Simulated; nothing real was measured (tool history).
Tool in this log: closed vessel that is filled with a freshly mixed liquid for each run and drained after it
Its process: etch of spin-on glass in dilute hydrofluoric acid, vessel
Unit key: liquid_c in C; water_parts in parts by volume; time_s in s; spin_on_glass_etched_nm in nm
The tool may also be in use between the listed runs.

run 1 hour=0 | liquid_c=26 water_parts=115 time_s=30 | spin_on_glass_etched_nm=9.2582
run 2 hour=5.8 | liquid_c=25 water_parts=115 time_s=30 | spin_on_glass_etched_nm=8.8373
run 3 hour=11.8 | liquid_c=24.5 water_parts=115 time_s=30 | spin_on_glass_etched_nm=8.6954
run 4 hour=13.2 | liquid_c=24 water_parts=115 time_s=30 | spin_on_glass_etched_nm=8.5389
run 5 hour=20.4 | liquid_c=23.5 water_parts=115 time_s=30 | spin_on_glass_etched_nm=8.4425
run 6 hour=23.7 | liquid_c=23.5 water_parts=115 time_s=30 | spin_on_glass_etched_nm=8.4043

The next listed run, before its measurement:
run 7 hour=26.3 | liquid_c=23 water_parts=115 time_s=30 | spin_on_glass_etched_nm=?

spin_on_glass_etched_nm: 8.2656 nm
